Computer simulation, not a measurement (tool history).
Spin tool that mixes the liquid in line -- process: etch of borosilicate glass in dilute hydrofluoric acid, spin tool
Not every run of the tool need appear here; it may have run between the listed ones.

run,hour,temperature setpoint of the liquid (°C),parts of water to one part of 49 % hydrofluoric acid (parts by volume),time under the liquid (s),thickness taken off the borosilicate glass on a monitor wafer (Å)
1,0.0,22.0,90,70,280.86
2,1.1,24.5,85,70,329.89
3,8.9,26.0,80,70,376.44
4,17.6,27.5,80,70,396.05
5,22.6,27.5,80,75,428.56
6,27.9,26.0,80,75,400.50
7,31.7,27.5,80,75,427.10

Run 8 has not been measured yet. What should we expect?
8,35.4,28.5,80,75,?

Run 8 gave thickness taken off the borosilicate glass on a monitor wafer (Å) 443.94.

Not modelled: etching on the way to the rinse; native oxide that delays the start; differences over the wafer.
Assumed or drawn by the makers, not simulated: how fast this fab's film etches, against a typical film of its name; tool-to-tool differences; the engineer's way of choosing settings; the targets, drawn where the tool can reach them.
